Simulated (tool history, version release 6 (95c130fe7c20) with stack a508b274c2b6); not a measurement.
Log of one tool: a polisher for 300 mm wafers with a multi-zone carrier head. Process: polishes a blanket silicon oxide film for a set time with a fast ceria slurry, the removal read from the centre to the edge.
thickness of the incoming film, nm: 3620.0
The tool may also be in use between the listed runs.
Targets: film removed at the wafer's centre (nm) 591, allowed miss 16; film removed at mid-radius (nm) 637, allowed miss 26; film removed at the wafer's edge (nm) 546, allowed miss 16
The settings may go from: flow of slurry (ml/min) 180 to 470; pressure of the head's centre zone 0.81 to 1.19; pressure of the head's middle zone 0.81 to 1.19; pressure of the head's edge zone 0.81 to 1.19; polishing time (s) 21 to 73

run,day,flow of slurry (ml/min),pressure of the head's centre zone,pressure of the head's middle zone,pressure of the head's edge zone,polishing time (s),film removed at the wafer's centre (nm),film removed at mid-radius (nm),film removed at the wafer's edge (nm)
1,0,300,1,1,1,47,622.64,647.52,651.21
2,0.042,300,1,1,1.09,47,615.68,653.82,661.15
3,0.204,300,1,1.07,1.09,47,617.65,680.77,656.41
4,0.288,300,1,1.07,1.15,47,617.55,683.99,676.23
5,0.558,300,1.01,1.08,1.1,46,609.21,672.13,658.09
6,0.621,300,1.01,1,1.1,46,607.35,628.33,650.63
7,0.758,300,1.02,1.03,1.06,45,607.12,636.64,629.84
8,1.004,300,1.03,1.05,1.03,44,604.17,627.22,613.66
9,1.183,300,1.03,1.07,1,43,581.53,617.65,584.57
10,1.488,300,1.04,1.09,0.98,43,593.58,638.04,584.82
11,1.542,300,1.04,1.1,0.96,43,590.71,650.25,581.27

Which of these 4 next moves meets every target?
A,1.596,400,0.97,1.02,1.03,45,?,?,?
B,1.596,340,0.96,1.06,1,45,?,?,?
C,1.596,300,0.98,1.04,0.98,46,?,?,?
D,1.596,325,1.13,1.18,1.02,39,?,?,?

move,film removed at the wafer's centre (nm),film removed at mid-radius (nm),film removed at the wafer's edge (nm)
A,591.67,658.31,643.57
B,577.19,671.26,630.29
C,594.46,667.09,634.3
D,587.35,634.66,547.34
A: further off than the last run
B: further off than the last run
C: further off than the last run
D: meets every target
Answer: D
